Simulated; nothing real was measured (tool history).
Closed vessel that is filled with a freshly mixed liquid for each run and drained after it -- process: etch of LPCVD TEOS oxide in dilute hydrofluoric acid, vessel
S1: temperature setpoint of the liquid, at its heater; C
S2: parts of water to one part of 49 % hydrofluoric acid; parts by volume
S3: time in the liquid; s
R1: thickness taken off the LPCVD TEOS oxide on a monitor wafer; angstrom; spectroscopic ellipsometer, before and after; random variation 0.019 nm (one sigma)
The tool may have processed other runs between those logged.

run  hour    S1   S2  S3      R1
  1   0.0  20.0  295  30  34.631
  2   2.2  19.0  295  30  33.899
  3   6.7  18.5  300  30  31.862
  4   7.6  18.0  300  30  31.185
  5  12.3  18.0  300  30  31.493
  6  19.3  20.5  300  30  34.603

Run 7 is up next; what results do you expect?
  7  25.0  19.5  300  30   ?

Run 7 came out at R1 33.205 angstrom.
